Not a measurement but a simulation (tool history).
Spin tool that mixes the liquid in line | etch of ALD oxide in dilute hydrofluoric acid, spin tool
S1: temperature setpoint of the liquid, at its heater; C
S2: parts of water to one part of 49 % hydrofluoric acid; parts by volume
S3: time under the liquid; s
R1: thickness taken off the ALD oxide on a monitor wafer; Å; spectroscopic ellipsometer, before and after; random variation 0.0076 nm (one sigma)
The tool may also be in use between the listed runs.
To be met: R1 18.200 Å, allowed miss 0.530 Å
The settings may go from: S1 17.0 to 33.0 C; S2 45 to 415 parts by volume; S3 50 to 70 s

run    day    S1   S2  S3      R1
  1  0.000  25.0  230  70  24.778
  2  0.062  21.5  230  70  21.666
  3  0.142  24.5  230  70  24.347
  4  0.267  23.0  230  70  23.044
  5  0.579  25.0  230  70  24.845
  6  0.925  23.5  230  70  23.349
  7  1.046  22.0  230  70  22.306
  8  1.375  21.0  230  70  21.420
  9  1.633  20.0  230  70  20.547
 10  1.771  19.5  230  70  20.127
 11  1.867  19.0  230  70  19.695
 12  2.117  18.5  230  70  19.358
 13  2.492  18.0  230  70  18.959

5 next moves are on the table. One of them brings every result within its allowed miss. Which?
  A  2.867  21.5  280  70   ?
  B  2.867  18.0  205  65   ?
  C  2.867  17.5  235  70   ?
  D  2.867  20.0  205  50   ?
  E  2.867  18.5  255  70   ?

move      R1
   A  17.083
   B  20.360
   C  18.250
   D  16.930
   E  17.168
A: takes the result that was furthest off past its target
B: further off than the last run
C: meets every target
D: takes the result that was furthest off past its target
E: takes the result that was furthest off past its target
The right move is C.
